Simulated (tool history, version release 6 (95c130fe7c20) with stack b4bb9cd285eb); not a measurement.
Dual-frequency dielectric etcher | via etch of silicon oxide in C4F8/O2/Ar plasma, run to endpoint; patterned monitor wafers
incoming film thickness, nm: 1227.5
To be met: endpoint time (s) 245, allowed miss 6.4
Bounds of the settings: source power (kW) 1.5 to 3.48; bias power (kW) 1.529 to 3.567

run 1 hour=0 | source_power_(kW)=2.49 bias_power_(kW)=2.548 | endpoint_time_(s)=195.99
run 2 hour=3.3 | source_power_(kW)=2.49 bias_power_(kW)=2.912 | endpoint_time_(s)=186.36
run 3 hour=7.3 | source_power_(kW)=2.49 bias_power_(kW)=3.088 | endpoint_time_(s)=187.29
run 4 hour=10.2 | source_power_(kW)=2.1 bias_power_(kW)=3.088 | endpoint_time_(s)=204.57
run 5 hour=16.5 | source_power_(kW)=1.97 bias_power_(kW)=2.998 | endpoint_time_(s)=210.59
run 6 hour=23 | source_power_(kW)=1.81 bias_power_(kW)=2.998 | endpoint_time_(s)=221
run 7 hour=29 | source_power_(kW)=1.81 bias_power_(kW)=2.998 | endpoint_time_(s)=217.76
run 8 hour=37.4 | source_power_(kW)=1.74 bias_power_(kW)=2.866 | endpoint_time_(s)=227.95
run 9 hour=44.1 | source_power_(kW)=1.5 bias_power_(kW)=2.667 | endpoint_time_(s)=252.46

5 next moves are on the table. One of them brings every result within its allowed miss. Which?
run A hour=50.8 | source_power_(kW)=1.5 bias_power_(kW)=2.159 | endpoint_time_(s)=?
run B hour=50.8 | source_power_(kW)=1.5 bias_power_(kW)=2.572 | endpoint_time_(s)=?
run C hour=50.8 | source_power_(kW)=1.81 bias_power_(kW)=2.692 | endpoint_time_(s)=?
run D hour=50.8 | source_power_(kW)=1.5 bias_power_(kW)=2.492 | endpoint_time_(s)=?
run E hour=50.8 | source_power_(kW)=1.7 bias_power_(kW)=2.29 | endpoint_time_(s)=?

move=A endpoint_time_(s)=264.16
move=B endpoint_time_(s)=253.79
move=C endpoint_time_(s)=225.88
move=D endpoint_time_(s)=255.68
move=E endpoint_time_(s)=242.67
A: further off than the last run
B: further off than the last run
C: takes the result that was furthest off past its target
D: further off than the last run
E: meets every target
The right move is E.
